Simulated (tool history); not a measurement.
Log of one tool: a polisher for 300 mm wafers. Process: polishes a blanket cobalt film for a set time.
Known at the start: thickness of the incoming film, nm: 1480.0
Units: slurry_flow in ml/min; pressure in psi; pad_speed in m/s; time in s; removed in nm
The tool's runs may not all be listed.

| run | hour | slurry_flow | pressure | pad_speed | time | removed |
|---|---|---|---|---|---|---|
| 1 | 0.0 | 125 | 2.1 | 0.76 | 75 | 258.27 |
| 2 | 6.2 | 120 | 1.9 | 0.68 | 75 | 209.79 |
| 3 | 10.2 | 120 | 1.9 | 0.56 | 75 | 177.76 |
| 4 | 13.1 | 115 | 1.7 | 0.52 | 75 | 146.89 |
| 5 | 15.6 | 115 | 1.7 | 0.52 | 78 | 152.34 |
| 6 | 20.2 | 110 | 1.5 | 0.50 | 78 | 130.13 |
| 7 | 24.7 | 105 | 1.4 | 0.50 | 78 | 120.99 |

Forecast run 8:
| 8 | 27.1 | 100 | 1.3 | 0.50 | 78 | ? |

{"run 8": {"removed": 113.89}}

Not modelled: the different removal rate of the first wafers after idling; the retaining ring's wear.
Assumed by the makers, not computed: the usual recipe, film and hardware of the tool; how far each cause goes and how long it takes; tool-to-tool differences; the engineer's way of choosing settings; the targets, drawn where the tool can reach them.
